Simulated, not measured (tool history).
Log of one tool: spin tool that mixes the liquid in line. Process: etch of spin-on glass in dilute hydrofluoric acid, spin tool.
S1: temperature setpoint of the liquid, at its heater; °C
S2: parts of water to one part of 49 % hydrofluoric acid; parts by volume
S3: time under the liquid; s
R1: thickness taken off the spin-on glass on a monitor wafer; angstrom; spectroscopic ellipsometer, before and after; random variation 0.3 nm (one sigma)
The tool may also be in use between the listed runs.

Run 1, hour 0: S1 23 °C, S2 265 parts by volume, S3 310 s. Result: R1 572.74 angstrom.
Run 2, hour 8.3: S1 22 °C, S2 275 parts by volume, S3 310 s. Result: R1 526.24 angstrom.
Run 3, hour 9.5: S1 21 °C, S2 285 parts by volume, S3 310 s. Result: R1 481.42 angstrom.
Run 4, hour 11.7: S1 20 °C, S2 290 parts by volume, S3 310 s. Result: R1 454.26 angstrom.
Run 5, hour 17.6: S1 19.5 °C, S2 295 parts by volume, S3 310 s. Result: R1 436.73 angstrom.
Run 6, hour 18.2: S1 19 °C, S2 300 parts by volume, S3 310 s. Result: R1 423.75 angstrom.
Run 7, hour 25.4: S1 18.5 °C, S2 305 parts by volume, S3 310 s. Result: R1 411.19 angstrom.

Forecast run 8:
Run 8, hour 32.2: S1 18 °C, S2 310 parts by volume, S3 310 s. Result: R1 ?.

{"run 8": {"R1": 391.55}}

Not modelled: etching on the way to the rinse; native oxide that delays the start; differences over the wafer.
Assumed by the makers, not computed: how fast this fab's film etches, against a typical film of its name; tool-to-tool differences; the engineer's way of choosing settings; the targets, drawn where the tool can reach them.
